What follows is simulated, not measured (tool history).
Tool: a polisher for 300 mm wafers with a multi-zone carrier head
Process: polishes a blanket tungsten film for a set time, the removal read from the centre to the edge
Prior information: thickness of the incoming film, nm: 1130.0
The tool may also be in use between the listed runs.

run,hour,flow of slurry (ml/min),pressure of the head's centre zone,pressure of the head's middle zone,pressure of the head's edge zone,abrasive content of the slurry,polishing time (s),film removed at the wafer's centre (Å),film removed at mid-radius (Å),film removed at the wafer's edge (Å)
1,0.0,230,1.00,1.00,1.00,1.00,60,4307.5,4436.2,4304.1
2,5.4,230,1.00,0.97,0.97,0.85,54,3777.1,3799.2,3798.9
3,12.0,230,0.92,0.97,0.97,0.85,54,3604.1,3763.6,3846.7
4,18.0,280,0.92,0.97,0.97,0.85,54,3702.4,3831.0,3818.3
5,24.5,295,0.93,0.95,0.95,0.75,49,3303.9,3395.9,3360.3
6,25.7,300,0.95,0.92,0.94,0.70,46,3118.6,3027.3,3057.7
7,30.7,305,0.94,0.90,0.92,0.65,45,3000.2,2870.4,2946.4
8,37.7,310,0.94,0.89,0.90,0.60,44,2891.7,2840.4,2880.5

For run 9, what comes out?
9,44.0,245,1.00,0.82,0.81,0.50,38,?,?,?

Run 9 came out at film removed at the wafer's centre (Å) 2447.9, film removed at mid-radius (Å) 2072.9, film removed at the wafer's edge (Å) 2207.3.

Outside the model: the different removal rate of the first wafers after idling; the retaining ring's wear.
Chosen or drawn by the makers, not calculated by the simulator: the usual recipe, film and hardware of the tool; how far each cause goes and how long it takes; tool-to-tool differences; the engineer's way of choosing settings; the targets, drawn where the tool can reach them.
